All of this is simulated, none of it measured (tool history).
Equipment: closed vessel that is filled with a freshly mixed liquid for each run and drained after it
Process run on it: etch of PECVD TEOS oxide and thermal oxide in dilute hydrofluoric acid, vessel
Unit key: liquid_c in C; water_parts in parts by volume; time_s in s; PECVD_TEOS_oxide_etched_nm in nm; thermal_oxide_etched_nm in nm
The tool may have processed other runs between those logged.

Run 1, hour 0: liquid_c 26 C, water_parts 110 parts by volume, time_s 60 s. Result: PECVD_TEOS_oxide_etched_nm 6.9196 nm, thermal_oxide_etched_nm 2.8487 nm.
Run 2, hour 4.5: liquid_c 27.5 C, water_parts 110 parts by volume, time_s 60 s. Result: PECVD_TEOS_oxide_etched_nm 7.5241 nm, thermal_oxide_etched_nm 3.0248 nm.
Run 3, hour 6.4: liquid_c 27.5 C, water_parts 125 parts by volume, time_s 60 s. Result: PECVD_TEOS_oxide_etched_nm 6.4259 nm, thermal_oxide_etched_nm 2.6414 nm.
Run 4, hour 12.4: liquid_c 27.5 C, water_parts 125 parts by volume, time_s 40 s. Result: PECVD_TEOS_oxide_etched_nm 4.2801 nm, thermal_oxide_etched_nm 1.7358 nm.
Run 5, hour 19.9: liquid_c 28.5 C, water_parts 115 parts by volume, time_s 40 s. Result: PECVD_TEOS_oxide_etched_nm 4.8826 nm, thermal_oxide_etched_nm 1.9784 nm.
Run 6, hour 26.9: liquid_c 29.5 C, water_parts 105 parts by volume, time_s 40 s. Result: PECVD_TEOS_oxide_etched_nm 5.6166 nm, thermal_oxide_etched_nm 2.2981 nm.
Run 7, hour 31.9: liquid_c 29.5 C, water_parts 105 parts by volume, time_s 40 s. Result: PECVD_TEOS_oxide_etched_nm 5.6037 nm, thermal_oxide_etched_nm 2.2803 nm.
Run 8, hour 35.1: liquid_c 29.5 C, water_parts 105 parts by volume, time_s 40 s. Result: PECVD_TEOS_oxide_etched_nm 5.7039 nm, thermal_oxide_etched_nm 2.3079 nm.
Run 9, hour 42.2: liquid_c 30 C, water_parts 100 parts by volume, time_s 40 s. Result: PECVD_TEOS_oxide_etched_nm 6.147 nm, thermal_oxide_etched_nm 2.4428 nm.
Run 10, hour 43.8: liquid_c 30 C, water_parts 95 parts by volume, time_s 40 s. Result: PECVD_TEOS_oxide_etched_nm 6.4201 nm, thermal_oxide_etched_nm 2.5879 nm.
Run 11, hour 52.5: liquid_c 30.5 C, water_parts 90 parts by volume, time_s 40 s. Result: PECVD_TEOS_oxide_etched_nm 7.0424 nm, thermal_oxide_etched_nm 2.8547 nm.
Run 12, hour 57.2: liquid_c 31 C, water_parts 85 parts by volume, time_s 40 s. Result: PECVD_TEOS_oxide_etched_nm 7.5349 nm, thermal_oxide_etched_nm 3.0718 nm.
Run 13, hour 65.1: liquid_c 31.5 C, water_parts 80 parts by volume, time_s 40 s. Result: PECVD_TEOS_oxide_etched_nm 8.3033 nm, thermal_oxide_etched_nm 3.4032 nm.
Run 14, hour 72.9: liquid_c 32 C, water_parts 80 parts by volume, time_s 40 s. Result: PECVD_TEOS_oxide_etched_nm 8.5499 nm, thermal_oxide_etched_nm 3.4656 nm.
Run 15, hour 76.3: liquid_c 32.5 C, water_parts 80 parts by volume, time_s 40 s. Result: PECVD_TEOS_oxide_etched_nm 8.5737 nm, thermal_oxide_etched_nm 3.4455 nm.

Forecast run 16:
Run 16, hour 79.7: liquid_c 32.5 C, water_parts 80 parts by volume, time_s 40 s. Result: PECVD_TEOS_oxide_etched_nm ?, thermal_oxide_etched_nm ?.

For run 16 the tool returned PECVD_TEOS_oxide_etched_nm 8.535 nm, thermal_oxide_etched_nm 3.4691 nm.

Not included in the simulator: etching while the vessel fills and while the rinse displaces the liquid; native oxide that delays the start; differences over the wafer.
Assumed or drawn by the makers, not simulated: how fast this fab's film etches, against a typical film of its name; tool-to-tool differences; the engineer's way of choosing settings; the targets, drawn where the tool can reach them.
